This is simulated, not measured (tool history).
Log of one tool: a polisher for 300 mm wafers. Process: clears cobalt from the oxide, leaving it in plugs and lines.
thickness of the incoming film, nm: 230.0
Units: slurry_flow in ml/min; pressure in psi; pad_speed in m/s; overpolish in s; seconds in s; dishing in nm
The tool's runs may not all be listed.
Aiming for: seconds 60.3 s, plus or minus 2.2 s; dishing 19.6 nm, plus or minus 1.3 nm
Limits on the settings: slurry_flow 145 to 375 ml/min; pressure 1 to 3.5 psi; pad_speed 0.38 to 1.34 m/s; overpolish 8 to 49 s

run  hour  slurry_flow  pressure  pad_speed  overpolish  seconds  dishing
  1     0          240       2.2       0.86          25   38.382   39.723
  2   4.3          230         2       0.86          21   42.246   36.671
  3  12.9          230         2       0.78          21   45.329   36.501
  4  21.8          230       2.5       0.78          21   37.139    39.49
  5  23.4          170       2.5       0.78          21   38.677   37.857
  6  24.3          165       2.2       0.82          18    41.16   36.132
  7    26          160       1.9       0.84          16   47.037   34.623
  8  34.6          145       1.3       1.04           8   57.059   20.915

Which single option among these 5 for the next run brings every result within its allowed miss of target? Just one does.
  A  43.2          165       1.4       1.04           8        ?        ?
  B  43.2          145       1.2       1.18           8        ?        ?
  C  43.2          150         1       1.28           8        ?        ?
  D  43.2          145       1.2       0.98           8        ?        ?
  E  43.2          145       1.4       1.12           8        ?        ?

move  seconds  dishing
   A   51.999   22.138
   B   54.672   21.394
   C   60.075    20.03
   D   64.455    19.04
   E   49.477    22.88
A: the biggest miss grows against the last run
B: the biggest miss grows against the last run
C: hits every target within its allowed miss
D: takes the result that was furthest off past its target
E: the biggest miss grows against the last run
The right move is C.
